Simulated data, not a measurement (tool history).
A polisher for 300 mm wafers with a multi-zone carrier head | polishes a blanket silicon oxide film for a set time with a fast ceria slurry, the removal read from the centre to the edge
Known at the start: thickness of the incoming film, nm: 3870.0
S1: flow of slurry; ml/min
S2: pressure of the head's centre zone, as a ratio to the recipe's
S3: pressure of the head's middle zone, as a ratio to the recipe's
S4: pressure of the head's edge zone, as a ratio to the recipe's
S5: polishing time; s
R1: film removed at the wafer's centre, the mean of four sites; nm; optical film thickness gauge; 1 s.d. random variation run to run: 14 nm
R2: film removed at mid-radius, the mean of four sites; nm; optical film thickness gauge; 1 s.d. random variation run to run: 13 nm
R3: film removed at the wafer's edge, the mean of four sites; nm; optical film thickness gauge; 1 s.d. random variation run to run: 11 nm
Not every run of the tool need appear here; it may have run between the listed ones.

run	hour	S1	S2	S3	S4	S5	R1	R2	R3
1	0.0	250	1.00	1.00	1.00	67	1263.7	1235.30	1283.90
2	4.4	250	1.01	1.00	0.98	63	1179.9	1139.90	1180.80
3	12.2	250	1.01	0.92	0.98	63	1190.8	1048.40	1188.10
4	16.6	250	1.01	0.93	0.96	60	1137.4	1038.20	1116.70
5	23.5	285	1.01	0.93	0.96	60	1106.9	1054.20	1114.90
6	28.2	260	1.01	0.93	0.96	60	1109.1	1043.70	1094.30
7	32.7	255	1.01	0.92	0.94	59	1107.0	994.35	1080.00

Forecast run 8:
8	38.5	275	1.04	1.02	0.89	42	?	?	?

R1: 813.3 nm
R2: 765.17 nm
R3: 757.17 nm
